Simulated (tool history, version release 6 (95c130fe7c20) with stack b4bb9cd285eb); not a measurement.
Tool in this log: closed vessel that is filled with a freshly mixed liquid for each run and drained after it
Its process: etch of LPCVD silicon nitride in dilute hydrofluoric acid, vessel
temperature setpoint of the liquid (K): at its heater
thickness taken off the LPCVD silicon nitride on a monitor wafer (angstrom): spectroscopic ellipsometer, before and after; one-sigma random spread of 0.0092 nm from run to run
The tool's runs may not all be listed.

run	day	temperature setpoint of the liquid (K)	parts of water to one part of 49 % hydrofluoric acid (parts by volume)	time in the liquid (s)	thickness taken off the LPCVD silicon nitride on a monitor wafer (angstrom)
1	0	296.15	50	250	20.793
2	0.342	294.65	50	250	18.631
3	0.508	296.65	50	250	21.429
4	0.588	294.15	50	250	18.035
5	0.692	293.65	50	250	17.45
6	1.042	293.65	50	250	17.469
7	1.271	293.15	50	250	17.088

Run 8 has not been measured yet. What should we expect?
8	1.462	291.65	50	250	?

thickness taken off the LPCVD silicon nitride on a monitor wafer (angstrom): 15.299
